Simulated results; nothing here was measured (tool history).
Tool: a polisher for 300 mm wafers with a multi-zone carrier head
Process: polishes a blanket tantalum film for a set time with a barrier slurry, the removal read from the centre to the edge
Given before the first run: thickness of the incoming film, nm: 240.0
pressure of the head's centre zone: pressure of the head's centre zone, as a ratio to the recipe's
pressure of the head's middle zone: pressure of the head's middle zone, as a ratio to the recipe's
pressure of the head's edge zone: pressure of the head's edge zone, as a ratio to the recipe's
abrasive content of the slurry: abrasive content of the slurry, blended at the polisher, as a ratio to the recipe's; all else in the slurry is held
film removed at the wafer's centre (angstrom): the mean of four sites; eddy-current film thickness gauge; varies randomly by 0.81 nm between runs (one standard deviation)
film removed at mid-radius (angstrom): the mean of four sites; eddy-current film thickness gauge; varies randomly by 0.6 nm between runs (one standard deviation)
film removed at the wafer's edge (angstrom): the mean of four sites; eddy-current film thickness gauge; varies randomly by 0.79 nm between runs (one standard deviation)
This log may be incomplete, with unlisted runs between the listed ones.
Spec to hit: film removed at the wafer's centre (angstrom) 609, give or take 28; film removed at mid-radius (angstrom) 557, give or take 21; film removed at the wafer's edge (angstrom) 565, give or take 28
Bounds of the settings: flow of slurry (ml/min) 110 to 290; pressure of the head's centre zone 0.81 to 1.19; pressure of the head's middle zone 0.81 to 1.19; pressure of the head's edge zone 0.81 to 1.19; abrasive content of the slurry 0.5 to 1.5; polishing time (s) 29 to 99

run	day	flow of slurry (ml/min)	pressure of the head's centre zone	pressure of the head's middle zone	pressure of the head's edge zone	abrasive content of the slurry	polishing time (s)	film removed at the wafer's centre (angstrom)	film removed at mid-radius (angstrom)	film removed at the wafer's edge (angstrom)
1	0	185	1	1	1	1	64	713.67	746.14	737.08
2	0.171	180	1.01	0.97	0.97	0.85	63	652.81	668.81	652.32
3	0.45	180	1.01	0.97	0.97	1	63	705.04	726.72	710.21
4	0.712	175	1.02	0.94	0.96	0.9	63	671.57	664.16	692.97
5	1.054	180	1.04	0.94	0.94	0.8	63	643.38	618.7	644.83
6	1.408	180	1.06	0.95	0.92	0.75	63	649.89	608.22	611.1
7	1.65	175	1.06	0.94	0.9	0.75	63	635.03	604.54	603.98
8	1.925	170	1.07	0.93	0.89	0.75	63	651.16	581.7	593.93
9	1.975	165	1.06	0.93	0.88	0.75	63	637.23	588.34	591.8
10	2.317	160	1.06	0.92	0.87	0.75	63	617.79	586.67	591.06
11	2.458	160	1.07	0.92	0.86	0.75	63	640.65	573.53	607.83

5 next moves are on the table. One of them brings every result within its allowed miss. Which?
A	2.6	110	1.13	0.97	0.89	1.05	52	?	?	?
B	2.6	180	1.18	0.89	1.03	0.6	75	?	?	?
C	2.6	165	1.06	1.01	0.81	0.65	71	?	?	?
D	2.6	200	1.09	0.91	0.9	0.85	59	?	?	?
E	2.6	135	1.06	0.81	0.81	0.7	72	?	?	?

move	film removed at the wafer's centre (angstrom)	film removed at mid-radius (angstrom)	film removed at the wafer's edge (angstrom)
A	615.06	572.3	569.82
B	687.45	567.25	622.48
C	631.8	640.36	590.46
D	669.25	604.45	623.05
E	661.09	560.54	627.14
A: all results in spec
B: misses by more than the last run did
C: brings the result that was furthest off to its target, and leaves another outside
D: misses by more than the last run did
E: misses by more than the last run did
A meets every target.

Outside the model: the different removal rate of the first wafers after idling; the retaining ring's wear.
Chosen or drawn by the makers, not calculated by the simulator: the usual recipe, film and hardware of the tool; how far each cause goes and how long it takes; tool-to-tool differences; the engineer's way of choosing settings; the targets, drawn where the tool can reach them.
